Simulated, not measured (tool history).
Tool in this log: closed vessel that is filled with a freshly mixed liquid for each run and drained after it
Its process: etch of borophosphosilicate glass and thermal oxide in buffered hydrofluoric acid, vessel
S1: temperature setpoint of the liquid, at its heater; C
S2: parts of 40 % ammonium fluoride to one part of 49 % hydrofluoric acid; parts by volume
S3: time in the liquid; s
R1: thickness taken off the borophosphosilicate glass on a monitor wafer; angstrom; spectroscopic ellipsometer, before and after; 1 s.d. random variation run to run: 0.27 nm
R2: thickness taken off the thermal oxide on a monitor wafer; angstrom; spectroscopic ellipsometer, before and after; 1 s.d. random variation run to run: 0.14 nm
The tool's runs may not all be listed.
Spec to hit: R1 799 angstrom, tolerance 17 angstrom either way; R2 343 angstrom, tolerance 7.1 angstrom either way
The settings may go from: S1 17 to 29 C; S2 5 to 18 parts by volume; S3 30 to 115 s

run    day    S1    S2  S3      R1      R2
  1      0    21    11  60  1336.6  572.02
  2   0.25    21    13  60  1136.8   486.4
  3  0.312  20.5    13  60  1107.8  473.94
  4  0.471  20.5    13  75    1388  588.18
  5  0.596    20  13.5  75  1289.1  550.78
  6  0.754    20  11.5  75  1516.4  647.97
  7  0.862  19.5    12  75  1428.1  604.33
  8  0.979    19  12.5  75  1319.8  566.28
  9  1.229    19  12.5  75  1325.5  563.49
 10  1.304    19    13  75  1265.7  545.78
 11  1.479    19  13.5  75  1232.2  524.26
 12  1.762    19    14  75  1181.6     507
 13  2.038    19  14.5  75  1141.5  487.49
 14  2.108    19    15  75  1106.8  471.77
 15  2.175    19  15.5  75  1065.8  462.28
 16  2.525    19    16  75  1038.6  447.28
 17  2.875    17    18  75  823.78  353.57
 18  3.154    17    18  70  773.46  328.53

Next run, 4 choices. One meets every target within its allowed miss, the rest don't. Which?
  A  3.433    17    17  65   ?   ?
  B  3.433  18.5    17  60   ?   ?
  C  3.433  18.5  17.5  65   ?   ?
  D  3.433  17.5    16  60   ?   ?

move      R1      R2
   A  757.12  323.99
   B  759.76  325.44
   C  799.78  342.63
   D  763.14  326.59
A: moves away from the targets compared with the last run
B: moves away from the targets compared with the last run
C: every result lands within tolerance
D: moves away from the targets compared with the last run
Move C is the one to make.
